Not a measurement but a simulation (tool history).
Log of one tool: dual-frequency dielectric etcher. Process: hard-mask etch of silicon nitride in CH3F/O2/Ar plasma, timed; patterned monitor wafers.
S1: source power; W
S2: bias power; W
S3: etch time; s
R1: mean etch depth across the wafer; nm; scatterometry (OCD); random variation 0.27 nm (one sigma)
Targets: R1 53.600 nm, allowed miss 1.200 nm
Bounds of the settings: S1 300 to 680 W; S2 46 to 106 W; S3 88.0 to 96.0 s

Run 1, hour 0.0: S1 490 W, S2 76 W, S3 96.0 s. Result: R1 74.824 nm.
Run 2, hour 3.1: S1 430 W, S2 66 W, S3 93.5 s. Result: R1 65.303 nm.
Run 3, hour 7.5: S1 480 W, S2 66 W, S3 93.5 s. Result: R1 69.228 nm.
Run 4, hour 14.9: S1 430 W, S2 61 W, S3 92.5 s. Result: R1 62.985 nm.
Run 5, hour 21.5: S1 430 W, S2 73 W, S3 92.5 s. Result: R1 66.476 nm.
Run 6, hour 29.3: S1 430 W, S2 73 W, S3 88.0 s. Result: R1 63.048 nm.
Run 7, hour 36.8: S1 390 W, S2 72 W, S3 88.0 s. Result: R1 60.090 nm.
Run 8, hour 43.7: S1 300 W, S2 64 W, S3 88.0 s. Result: R1 49.736 nm.
Run 9, hour 48.8: S1 300 W, S2 64 W, S3 88.0 s. Result: R1 49.825 nm.
Run 10, hour 49.4: S1 310 W, S2 64 W, S3 88.0 s. Result: R1 51.094 nm.
Run 11, hour 51.2: S1 320 W, S2 64 W, S3 88.0 s. Result: R1 52.134 nm.

4 next moves are on the table. One of them brings every result within its allowed miss. Which?
Run A, hour 53.0: S1 310 W, S2 65 W, S3 92.0 s. Result: R1 ?.
Run B, hour 53.0: S1 330 W, S2 65 W, S3 93.5 s. Result: R1 ?.
Run C, hour 53.0: S1 300 W, S2 63 W, S3 89.5 s. Result: R1 ?.
Run D, hour 53.0: S1 320 W, S2 78 W, S3 88.0 s. Result: R1 ?.

move      R1
   A  54.026
   B  56.927
   C  50.994
   D  56.125
A: meets every target
B: takes the result that was furthest off past its target
C: further off than the last run
D: takes the result that was furthest off past its target
The right move is A.

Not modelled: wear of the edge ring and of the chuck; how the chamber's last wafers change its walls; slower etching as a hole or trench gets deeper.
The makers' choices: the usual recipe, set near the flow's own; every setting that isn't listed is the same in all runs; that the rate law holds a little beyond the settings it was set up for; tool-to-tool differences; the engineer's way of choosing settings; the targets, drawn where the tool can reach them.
